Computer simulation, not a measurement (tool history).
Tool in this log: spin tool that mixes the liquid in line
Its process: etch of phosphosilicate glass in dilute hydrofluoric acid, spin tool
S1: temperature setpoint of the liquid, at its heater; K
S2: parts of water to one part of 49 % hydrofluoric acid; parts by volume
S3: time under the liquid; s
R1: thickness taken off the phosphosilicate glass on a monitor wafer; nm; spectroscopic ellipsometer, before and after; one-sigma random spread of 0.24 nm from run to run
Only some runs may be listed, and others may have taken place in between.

{"run": 1, "hour": 0.0, "S1": 298.15, "S2": 180, "S3": 55, "R1": 38.09}
{"run": 2, "hour": 6.4, "S1": 298.15, "S2": 115, "S3": 55, "R1": 65.198}
{"run": 3, "hour": 11.9, "S1": 298.15, "S2": 90, "S3": 55, "R1": 84.678}
{"run": 4, "hour": 14.8, "S1": 297.15, "S2": 100, "S3": 55, "R1": 72.811}
{"run": 5, "hour": 23.5, "S1": 297.15, "S2": 100, "S3": 60, "R1": 80.423}
{"run": 6, "hour": 24.7, "S1": 296.15, "S2": 110, "S3": 60, "R1": 68.398}
{"run": 7, "hour": 33.1, "S1": 292.15, "S2": 180, "S3": 60, "R1": 33.172}
{"run": 8, "hour": 34.3, "S1": 292.15, "S2": 180, "S3": 60, "R1": 33.145}

Forecast run 9:
{"run": 9, "hour": 36.6, "S1": 291.65, "S2": 180, "S3": 60, "R1": "?"}

Logged for run 9: R1 32.466 nm.
